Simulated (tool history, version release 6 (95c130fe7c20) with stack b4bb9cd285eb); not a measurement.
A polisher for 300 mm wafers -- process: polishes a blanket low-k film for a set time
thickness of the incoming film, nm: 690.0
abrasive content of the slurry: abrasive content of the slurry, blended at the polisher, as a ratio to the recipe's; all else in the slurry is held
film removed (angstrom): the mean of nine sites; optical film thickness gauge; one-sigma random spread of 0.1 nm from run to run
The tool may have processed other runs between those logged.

run,hour,flow of slurry (ml/min),pressure of the wafer on the pad (psi),speed of the pad under the wafer (cm/s),abrasive content of the slurry,polishing time (s),film removed (angstrom)
1,0.0,180,2.0,128,1.0,37,165.33
2,2.6,180,1.9,128,1.0,37,156.30
3,4.9,180,1.9,128,1.0,37,156.35
4,12.2,180,1.8,128,1.0,37,147.40
5,13.8,180,1.8,148,1.0,37,166.96
6,18.8,180,1.7,148,1.0,37,158.14
7,24.2,160,1.1,146,1.0,37,104.35
8,32.3,170,1.1,146,1.0,37,104.42
9,35.9,175,1.1,146,1.0,37,103.64
10,42.5,175,1.1,146,1.0,37,102.70
11,45.0,205,1.4,146,1.0,37,132.75
12,52.8,200,1.4,146,1.0,37,132.15
13,53.5,195,1.4,146,1.0,37,131.67
14,59.5,195,1.4,146,1.0,37,132.17

Expected results for the next run?
15,65.6,190,1.4,146,1.0,37,?

{"run 15": {"film removed (angstrom)": 131.97}}
